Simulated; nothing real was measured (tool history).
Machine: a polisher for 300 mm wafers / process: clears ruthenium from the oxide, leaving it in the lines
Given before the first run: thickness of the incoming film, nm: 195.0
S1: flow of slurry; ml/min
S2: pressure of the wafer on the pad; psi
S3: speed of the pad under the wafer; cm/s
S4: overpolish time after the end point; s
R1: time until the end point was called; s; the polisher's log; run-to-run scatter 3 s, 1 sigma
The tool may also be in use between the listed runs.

run	hour	S1	S2	S3	S4	R1
1	0.0	255	2.6	114	4	121.52
2	2.8	300	2.6	114	4	119.70
3	9.5	300	2.6	114	4	120.53
4	12.8	300	2.6	96	4	134.53
5	13.9	300	2.6	96	4	132.06
6	16.9	300	2.6	72	4	159.54
7	24.2	300	2.5	72	4	167.65
8	32.0	300	2.4	72	4	177.48

Forecast run 9:
9	34.1	300	2.3	72	4	?

R1: 182.30 s
